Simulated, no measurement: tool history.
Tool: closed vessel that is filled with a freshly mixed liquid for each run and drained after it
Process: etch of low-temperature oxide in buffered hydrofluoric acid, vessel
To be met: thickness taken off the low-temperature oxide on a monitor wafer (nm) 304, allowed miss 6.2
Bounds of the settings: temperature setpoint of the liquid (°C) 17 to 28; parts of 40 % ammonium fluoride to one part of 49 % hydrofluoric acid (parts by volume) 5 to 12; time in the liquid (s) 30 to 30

run  hour  temperature setpoint of the liquid (°C)  parts of 40 % ammonium fluoride to one part of 49 % hydrofluoric acid (parts by volume)  time in the liquid (s)  thickness taken off the low-temperature oxide on a monitor wafer (nm)
  1     0                                       20                                                                                        7                      30                                                                 227.18
  2   2.1                                       21                                                                                        7                      30                                                                 240.54
  3     3                                       21                                                                                        7                      30                                                                  239.5
  4   9.6                                       22                                                                                        7                      30                                                                 256.97
  5  17.9                                     22.5                                                                                        7                      30                                                                 265.23
  6  22.7                                       23                                                                                        7                      30                                                                 267.29
  7  31.1                                     23.5                                                                                        7                      30                                                                 278.46
  8  39.1                                       24                                                                                        7                      30                                                                 285.85

4 next moves are on the table. One of them brings every result within its allowed miss. Which?
  A  47.1                                       23                                                                                      6.5                      30                                                                      ?
  B  47.1                                       25                                                                                      6.5                      30                                                                      ?
  C  47.1                                       22                                                                                        6                      30                                                                      ?
  D  47.1                                       24                                                                                      6.5                      30                                                                      ?

move  thickness taken off the low-temperature oxide on a monitor wafer (nm)
   A                                                                 284.61
   B                                                                 317.34
   C                                                                 288.72
   D                                                                 300.59
A: further off than the last run
B: takes the result that was furthest off past its target
C: nearer than the last run, and not there yet
D: meets every target
Move D is the one to make.
